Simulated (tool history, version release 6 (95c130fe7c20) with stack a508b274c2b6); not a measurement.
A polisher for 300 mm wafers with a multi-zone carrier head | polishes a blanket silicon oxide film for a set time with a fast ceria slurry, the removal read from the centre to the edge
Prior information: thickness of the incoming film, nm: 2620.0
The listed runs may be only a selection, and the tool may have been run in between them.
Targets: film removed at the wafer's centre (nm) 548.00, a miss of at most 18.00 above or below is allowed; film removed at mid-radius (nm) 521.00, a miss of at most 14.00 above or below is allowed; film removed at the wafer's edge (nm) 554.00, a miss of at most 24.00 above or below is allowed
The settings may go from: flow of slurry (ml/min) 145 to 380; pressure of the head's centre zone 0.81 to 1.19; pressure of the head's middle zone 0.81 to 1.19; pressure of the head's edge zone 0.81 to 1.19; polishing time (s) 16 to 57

run	hour	flow of slurry (ml/min)	pressure of the head's centre zone	pressure of the head's middle zone	pressure of the head's edge zone	polishing time (s)	film removed at the wafer's centre (nm)	film removed at mid-radius (nm)	film removed at the wafer's edge (nm)
1	0.0	245	1.00	1.00	1.00	36	454.13	471.07	487.14
2	8.3	245	1.00	0.93	1.00	36	462.74	441.62	478.46
3	13.8	275	1.00	0.93	1.00	36	464.85	452.10	499.43
4	16.9	285	1.02	0.94	1.00	36	477.24	456.89	489.57
5	25.6	285	1.02	0.94	1.08	36	480.33	449.07	504.32
6	26.8	285	1.02	0.88	1.08	36	479.36	432.38	502.32
7	33.7	290	1.03	0.90	1.08	36	488.52	441.02	512.23
8	37.2	295	1.04	0.92	1.08	36	484.24	449.14	518.16
9	42.8	295	1.06	0.93	1.06	36	499.61	455.29	499.39
10	46.9	295	1.06	0.93	1.06	36	491.98	454.29	504.70
11	55.3	300	1.07	0.94	1.07	36	502.76	456.39	505.58
12	60.6	305	1.07	0.95	1.08	36	505.46	457.75	508.17
13	68.5	310	1.07	0.96	1.08	36	509.50	466.96	508.58
14	69.6	315	1.07	0.97	1.09	36	508.15	474.49	516.77
15	74.8	320	1.07	0.98	1.10	36	502.03	467.20	518.99
16	81.4	325	1.08	0.99	1.10	36	514.06	479.29	517.69
17	89.2	330	1.08	1.00	1.11	36	515.82	484.51	523.24
18	90.8	335	1.08	1.01	1.12	36	518.18	487.00	522.44
19	99.7	335	1.08	1.02	1.13	36	520.95	499.67	511.86

Exercise: of the 4 proposed moves below, exactly one satisfies all targets within the stated allowed misses. Which move is it?
A	108.6	295	1.15	0.98	1.17	37	?	?	?
B	108.6	295	1.10	1.03	1.15	38	?	?	?
C	108.6	295	0.92	0.96	1.06	41	?	?	?
D	108.6	330	0.97	0.93	1.11	38	?	?	?

move	film removed at the wafer's centre (nm)	film removed at mid-radius (nm)	film removed at the wafer's edge (nm)
A	561.05	485.09	543.71
B	551.19	519.74	553.06
C	496.47	529.02	573.12
D	490.65	482.12	548.04
A: brings the result that was furthest off to its target, and leaves another outside
B: all results land within tolerance of their targets
C: brings the result that was furthest off to its target, and leaves another outside
D: brings the result that was furthest off to its target, and leaves another outside
B is the move that brings every result within its allowed miss.
